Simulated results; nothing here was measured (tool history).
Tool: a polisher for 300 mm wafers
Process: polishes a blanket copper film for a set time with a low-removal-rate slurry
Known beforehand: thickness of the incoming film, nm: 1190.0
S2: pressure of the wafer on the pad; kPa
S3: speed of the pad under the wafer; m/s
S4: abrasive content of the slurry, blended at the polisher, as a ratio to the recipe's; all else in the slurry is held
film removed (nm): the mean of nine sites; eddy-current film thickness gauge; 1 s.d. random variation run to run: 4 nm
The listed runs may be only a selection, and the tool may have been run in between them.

{"run": 1, "hour": 0.0, "flow of slurry (ml/min)": 290, "S2": 17.9, "S3": 1.36, "S4": 1.0, "polishing time (s)": 46, "film removed (nm)": 190.98}
{"run": 2, "hour": 5.1, "flow of slurry (ml/min)": 290, "S2": 20.0, "S3": 1.38, "S4": 1.0, "polishing time (s)": 46, "film removed (nm)": 214.26}
{"run": 3, "hour": 6.9, "flow of slurry (ml/min)": 290, "S2": 20.0, "S3": 1.38, "S4": 1.0, "polishing time (s)": 41, "film removed (nm)": 194.02}
{"run": 4, "hour": 11.2, "flow of slurry (ml/min)": 325, "S2": 20.0, "S3": 1.38, "S4": 1.0, "polishing time (s)": 41, "film removed (nm)": 193.52}
{"run": 5, "hour": 14.6, "flow of slurry (ml/min)": 325, "S2": 22.1, "S3": 1.4, "S4": 1.0, "polishing time (s)": 41, "film removed (nm)": 218.0}
{"run": 6, "hour": 16.5, "flow of slurry (ml/min)": 355, "S2": 22.1, "S3": 1.4, "S4": 1.0, "polishing time (s)": 41, "film removed (nm)": 218.21}
{"run": 7, "hour": 19.1, "flow of slurry (ml/min)": 355, "S2": 22.1, "S3": 1.4, "S4": 1.0, "polishing time (s)": 41, "film removed (nm)": 219.41}
{"run": 8, "hour": 26.9, "flow of slurry (ml/min)": 355, "S2": 23.4, "S3": 1.42, "S4": 1.0, "polishing time (s)": 41, "film removed (nm)": 235.98}
{"run": 9, "hour": 31.5, "flow of slurry (ml/min)": 355, "S2": 24.8, "S3": 1.44, "S4": 1.0, "polishing time (s)": 41, "film removed (nm)": 248.16}

Run 10 is up next; what results do you expect?
{"run": 10, "hour": 37.6, "flow of slurry (ml/min)": 355, "S2": 25.5, "S3": 1.46, "S4": 1.0, "polishing time (s)": 41, "film removed (nm)": "?"}

film removed (nm): 262.75
